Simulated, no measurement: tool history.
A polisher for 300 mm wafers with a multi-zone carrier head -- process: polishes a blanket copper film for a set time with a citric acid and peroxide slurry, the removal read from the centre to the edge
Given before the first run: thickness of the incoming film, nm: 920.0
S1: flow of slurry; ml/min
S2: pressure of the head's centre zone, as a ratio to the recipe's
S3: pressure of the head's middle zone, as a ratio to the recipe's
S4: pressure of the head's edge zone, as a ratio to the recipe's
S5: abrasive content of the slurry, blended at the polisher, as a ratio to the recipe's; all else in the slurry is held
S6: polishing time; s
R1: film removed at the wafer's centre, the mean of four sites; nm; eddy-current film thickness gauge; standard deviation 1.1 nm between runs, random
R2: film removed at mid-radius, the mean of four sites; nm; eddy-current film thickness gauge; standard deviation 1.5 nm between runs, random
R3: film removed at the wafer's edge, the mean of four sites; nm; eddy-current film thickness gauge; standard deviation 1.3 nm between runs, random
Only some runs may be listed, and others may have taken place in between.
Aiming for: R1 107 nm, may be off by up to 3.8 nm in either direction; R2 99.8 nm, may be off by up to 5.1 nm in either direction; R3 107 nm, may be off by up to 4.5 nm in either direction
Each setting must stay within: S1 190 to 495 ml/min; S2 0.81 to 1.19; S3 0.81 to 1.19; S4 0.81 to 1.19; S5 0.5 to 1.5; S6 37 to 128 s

run 1 hour=0 | S1=320 S2=1 S3=1 S4=1 S5=1 S6=82 | R1=191.11 R2=192.61 R3=189.7
run 2 hour=1.8 | S1=320 S2=1 S3=1 S4=0.95 S5=1 S6=82 | R1=188.62 R2=193.14 R3=190.06
run 3 hour=2.8 | S1=320 S2=1 S3=0.99 S4=0.95 S5=0.95 S6=77 | R1=180.65 R2=178.5 R3=176.05
run 4 hour=6.5 | S1=320 S2=1 S3=0.95 S4=0.95 S5=0.95 S6=77 | R1=177.49 R2=172.87 R3=177.15
run 5 hour=7.4 | S1=320 S2=1 S3=0.95 S4=0.98 S5=0.95 S6=77 | R1=182.44 R2=170.38 R3=180.45
run 6 hour=10.5 | S1=320 S2=0.93 S3=0.95 S4=0.98 S5=0.95 S6=77 | R1=168.66 R2=171.94 R3=176.19
run 7 hour=15.4 | S1=320 S2=0.93 S3=0.94 S4=0.98 S5=0.9 S6=72 | R1=155.02 R2=157.11 R3=164.7
run 8 hour=24.1 | S1=320 S2=0.94 S3=0.94 S4=0.97 S5=0.85 S6=68 | R1=145.31 R2=144.34 R3=154.31
run 9 hour=29.5 | S1=320 S2=0.94 S3=0.94 S4=0.97 S5=0.85 S6=68 | R1=148.24 R2=149.46 R3=152.84
run 10 hour=33 | S1=320 S2=0.94 S3=0.93 S4=0.97 S5=0.8 S6=65 | R1=139.51 R2=139.58 R3=143.95
run 11 hour=41.8 | S1=320 S2=0.94 S3=0.92 S4=0.97 S5=0.75 S6=63 | R1=132.39 R2=130.31 R3=140.75
run 12 hour=48.4 | S1=320 S2=0.95 S3=0.92 S4=0.96 S5=0.7 S6=61 | R1=129.95 R2=125.49 R3=134.53
run 13 hour=55.7 | S1=320 S2=0.95 S3=0.92 S4=0.95 S5=0.65 S6=59 | R1=123.94 R2=122.93 R3=128.75
run 14 hour=62.3 | S1=320 S2=0.95 S3=0.91 S4=0.94 S5=0.65 S6=58 | R1=122.7 R2=118.5 R3=124.7
run 15 hour=70.9 | S1=320 S2=0.94 S3=0.9 S4=0.93 S5=0.65 S6=58 | R1=121.85 R2=115.02 R3=124.93
run 16 hour=75.7 | S1=320 S2=0.94 S3=0.9 S4=0.92 S5=0.65 S6=57 | R1=120.19 R2=117.07 R3=124.31
run 17 hour=78.3 | S1=320 S2=0.94 S3=0.9 S4=0.92 S5=0.65 S6=56 | R1=117.45 R2=111.94 R3=120.18

Exercise: of the 5 proposed moves below, exactly one satisfies all targets within the stated allowed misses. Which move is it?
run A hour=80.9 | S1=325 S2=1.08 S3=0.95 S4=0.81 S5=1 S6=53 | R1=? R2=? R3=?
run B hour=80.9 | S1=300 S2=0.87 S3=1.12 S4=0.81 S5=0.5 S6=57 | R1=? R2=? R3=?
run C hour=80.9 | S1=385 S2=1.01 S3=1.06 S4=0.88 S5=0.7 S6=53 | R1=? R2=? R3=?
run D hour=80.9 | S1=365 S2=0.95 S3=0.87 S4=0.89 S5=0.75 S6=50 | R1=? R2=? R3=?
run E hour=80.9 | S1=340 S2=0.86 S3=1.06 S4=0.85 S5=0.7 S6=51 | R1=? R2=? R3=?

move=A R1=132.4 R2=118.06 R3=115.16
move=B R1=107.04 R2=130.91 R3=112.42
move=C R1=120.2 R2=123.4 R3=113.43
move=D R1=107.91 R2=100.98 R3=108.38
move=E R1=99.633 R2=117.88 R3=107.21
A: its largest miss is bigger than the last run's
B: its largest miss is bigger than the last run's
C: its largest miss is bigger than the last run's
D: all results in spec
E: meets the target for the result that was furthest off, but another lies outside its allowed miss
The right move is D.
